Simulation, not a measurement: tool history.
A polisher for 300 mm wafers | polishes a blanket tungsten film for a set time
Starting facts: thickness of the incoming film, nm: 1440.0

run  hour  flow of slurry (ml/min)  pressure of the wafer on the pad (kPa)  speed of the pad under the wafer (cm/s)  abrasive content of the slurry  polishing time (s)  film removed (Å)
  1     0                      210                                    21.4                                       96                               1                  95            4096.4
  2   6.3                      210                                    21.4                                       96                             1.2                  95            4333.6
  3     8                      210                                    22.8                                       96                             1.2                  95            4582.1
  4   9.7                      210                                    24.1                                       96                             1.2                  95            4703.8
  5  14.8                      210                                    25.5                                       96                             1.2                  95            4932.1
  6    17                      210                                    25.5                                       96                             1.2                  95            4963.4
  7  21.7                      210                                    26.2                                       96                             1.2                  95            5014.7

Expected results for the next run?
  8  23.2                      210                                    26.9                                       96                             1.2                  95                 ?

{"run 8": {"film removed (Å)": 5031}}
